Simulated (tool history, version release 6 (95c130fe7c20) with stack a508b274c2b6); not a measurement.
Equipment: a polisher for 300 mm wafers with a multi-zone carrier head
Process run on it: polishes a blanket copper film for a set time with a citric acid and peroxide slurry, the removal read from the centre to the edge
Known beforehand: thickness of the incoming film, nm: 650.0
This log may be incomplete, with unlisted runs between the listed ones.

| run | day | flow of slurry (ml/min) | pressure of the head's centre zone | pressure of the head's middle zone | pressure of the head's edge zone | abrasive content of the slurry | polishing time (s) | film removed at the wafer's centre (nm) | film removed at mid-radius (nm) | film removed at the wafer's edge (nm) |
|---|---|---|---|---|---|---|---|---|---|---|
| 1 | 0.000 | 285 | 1.00 | 1.00 | 1.00 | 1.00 | 36 | 58.866 | 59.679 | 60.782 |
| 2 | 0.112 | 280 | 0.99 | 0.96 | 0.96 | 0.85 | 34 | 53.651 | 53.158 | 54.640 |
| 3 | 0.362 | 280 | 0.99 | 0.88 | 0.96 | 0.85 | 34 | 52.453 | 50.045 | 54.940 |
| 4 | 0.608 | 275 | 0.99 | 0.87 | 0.92 | 0.75 | 33 | 49.601 | 48.313 | 51.158 |
| 5 | 0.912 | 235 | 0.99 | 0.87 | 0.92 | 0.75 | 33 | 50.294 | 44.494 | 50.588 |
| 6 | 1.029 | 260 | 0.99 | 0.87 | 0.92 | 0.75 | 33 | 49.808 | 46.203 | 51.347 |
| 7 | 1.312 | 250 | 0.99 | 0.88 | 0.88 | 0.65 | 32 | 47.185 | 44.244 | 47.373 |

Estimate the outcome of run 8 from the log above:
| 8 | 1.504 | 235 | 0.98 | 0.88 | 0.86 | 0.60 | 32 | ? | ? | ? |

{"run 8": {"film removed at the wafer's centre (nm)": 46.37, "film removed at mid-radius (nm)": 42.797, "film removed at the wafer's edge (nm)": 46.776}}
